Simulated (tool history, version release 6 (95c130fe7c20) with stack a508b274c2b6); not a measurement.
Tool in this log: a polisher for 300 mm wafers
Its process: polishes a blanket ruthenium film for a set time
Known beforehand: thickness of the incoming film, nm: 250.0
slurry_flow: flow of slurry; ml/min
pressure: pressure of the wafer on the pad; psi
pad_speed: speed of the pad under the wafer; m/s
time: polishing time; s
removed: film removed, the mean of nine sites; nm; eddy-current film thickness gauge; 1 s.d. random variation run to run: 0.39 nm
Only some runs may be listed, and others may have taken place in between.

run	hour	slurry_flow	pressure	pad_speed	time	removed
1	0	295	2.2	0.96	74	87.3
2	8	290	1.9	0.96	74	75.935
3	12.9	290	1.9	0.96	78	78.661
4	15.3	290	1.3	0.96	78	54.921
5	23.7	290	1.3	0.86	78	50.659
6	29.3	290	1.7	0.86	78	66.558

Estimate the outcome of run 7 from the log above:
7	30.2	290	1.6	0.86	78	?

{"run 7": {"removed": 62.141}}
